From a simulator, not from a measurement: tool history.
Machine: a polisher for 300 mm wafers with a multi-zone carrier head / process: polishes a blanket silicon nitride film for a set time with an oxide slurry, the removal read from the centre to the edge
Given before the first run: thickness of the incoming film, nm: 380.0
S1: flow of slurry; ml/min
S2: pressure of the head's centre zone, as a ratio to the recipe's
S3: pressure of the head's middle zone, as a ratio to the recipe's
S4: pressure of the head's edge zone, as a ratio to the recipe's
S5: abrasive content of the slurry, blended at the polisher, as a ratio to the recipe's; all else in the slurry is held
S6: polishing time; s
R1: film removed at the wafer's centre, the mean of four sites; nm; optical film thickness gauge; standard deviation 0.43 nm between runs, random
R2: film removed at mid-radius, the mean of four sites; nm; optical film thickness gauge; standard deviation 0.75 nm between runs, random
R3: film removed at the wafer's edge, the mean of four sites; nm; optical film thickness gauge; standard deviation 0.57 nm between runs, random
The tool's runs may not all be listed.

run	hour	S1	S2	S3	S4	S5	S6	R1	R2	R3
1	0.0	250	1.00	1.00	1.00	1.00	85	48.784	49.962	49.439
2	7.9	225	1.00	1.00	1.00	1.00	85	47.742	49.213	48.453
3	9.3	225	1.00	1.00	0.93	1.00	85	47.486	48.953	47.066
4	10.6	225	1.00	0.94	0.93	1.00	85	48.069	46.257	46.261
5	19.4	235	1.02	0.96	0.95	1.05	85	50.044	48.085	47.632
6	24.6	235	1.02	0.96	0.95	1.05	78	46.059	43.794	44.212
7	30.9	245	1.04	0.98	0.97	1.10	78	47.838	45.919	45.757
8	35.7	255	1.06	1.00	0.98	1.15	78	49.528	47.423	46.011
9	44.2	260	1.07	1.01	1.00	1.20	79	51.817	49.426	48.922
10	46.7	270	1.08	1.03	1.01	1.25	80	53.670	51.821	50.214
11	51.9	275	1.09	1.04	1.02	1.30	81	55.582	54.036	51.210
12	56.0	280	1.10	1.05	1.03	1.30	82	56.540	54.911	51.849
13	60.0	285	1.11	1.06	1.04	1.30	83	58.109	55.958	53.040
14	64.2	290	1.12	1.07	1.05	1.30	84	59.588	57.253	54.000
15	65.5	295	1.13	1.08	1.06	1.30	84	60.038	57.513	54.630
16	70.1	300	1.14	1.09	1.07	1.30	84	60.789	58.007	54.024
17	78.8	300	1.14	1.09	1.08	1.30	84	60.477	59.269	54.628
18	81.6	305	1.15	1.09	1.09	1.30	84	62.195	59.145	56.160

Run 19, settings as shown, results not yet in. Your forecast:
# hour 87.0: slurry nozzle cleaned
19	87.0	310	1.15	1.10	1.10	1.30	84	?	?	?

{"run 19": {"R1": 63.365, "R2": 61.13, "R3": 56.795}}

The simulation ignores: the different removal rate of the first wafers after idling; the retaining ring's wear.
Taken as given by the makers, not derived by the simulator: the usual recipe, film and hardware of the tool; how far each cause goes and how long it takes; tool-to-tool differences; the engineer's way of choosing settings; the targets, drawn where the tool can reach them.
